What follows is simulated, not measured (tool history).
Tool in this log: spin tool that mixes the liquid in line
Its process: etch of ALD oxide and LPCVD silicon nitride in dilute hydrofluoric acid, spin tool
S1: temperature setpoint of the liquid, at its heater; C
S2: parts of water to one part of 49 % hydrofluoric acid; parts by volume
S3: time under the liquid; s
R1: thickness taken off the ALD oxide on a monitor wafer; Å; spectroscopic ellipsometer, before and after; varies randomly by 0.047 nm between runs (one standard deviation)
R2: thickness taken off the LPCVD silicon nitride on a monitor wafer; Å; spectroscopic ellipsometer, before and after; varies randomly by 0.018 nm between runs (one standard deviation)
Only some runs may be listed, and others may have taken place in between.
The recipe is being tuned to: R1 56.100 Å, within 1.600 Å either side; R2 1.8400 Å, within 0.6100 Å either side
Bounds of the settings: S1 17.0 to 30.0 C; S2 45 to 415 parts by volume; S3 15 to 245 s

{"run": 1, "hour": 0.0, "S1": 22.0, "S2": 230, "S3": 125, "R1": 64.61, "R2": 2.41}
{"run": 2, "hour": 3.4, "S1": 23.5, "S2": 230, "S3": 125, "R1": 68.458, "R2": 2.5695}
{"run": 3, "hour": 4.9, "S1": 23.5, "S2": 150, "S3": 125, "R1": 114.54, "R2": 4.3183}
{"run": 4, "hour": 6.1, "S1": 22.0, "S2": 170, "S3": 125, "R1": 92.798, "R2": 2.7518}
{"run": 5, "hour": 9.1, "S1": 21.5, "S2": 190, "S3": 125, "R1": 80.599, "R2": 2.4458}
{"run": 6, "hour": 15.3, "S1": 21.5, "S2": 230, "S3": 125, "R1": 63.079, "R2": 2.1273}
{"run": 7, "hour": 23.7, "S1": 21.0, "S2": 235, "S3": 125, "R1": 61.049, "R2": 2.2732}
{"run": 8, "hour": 25.2, "S1": 20.5, "S2": 235, "S3": 125, "R1": 59.093, "R2": 2.1838}
{"run": 9, "hour": 29.8, "S1": 20.0, "S2": 235, "S3": 125, "R1": 58.678, "R2": 1.894}

Exercise: of the 4 proposed moves below, exactly one satisfies all targets within the stated allowed misses. Which move is it?
{"run": "A", "hour": 34.4, "S1": 17.0, "S2": 255, "S3": 155, "R1": "?", "R2": "?"}
{"run": "B", "hour": 34.4, "S1": 20.0, "S2": 150, "S3": 75, "R1": "?", "R2": "?"}
{"run": "C", "hour": 34.4, "S1": 17.5, "S2": 340, "S3": 195, "R1": "?", "R2": "?"}
{"run": "D", "hour": 34.4, "S1": 21.5, "S2": 175, "S3": 80, "R1": "?", "R2": "?"}

move=A R1=58.722 R2=1.5122
move=B R1=60.025 R2=1.4907
move=C R1=52.564 R2=1.4952
move=D R1=56.704 R2=1.5104
A: about the same distance from the targets as the last run
B: further off than the last run
C: carries the result that was furthest off beyond its target, to the other side
D: all results in spec
Move D is the one to make.
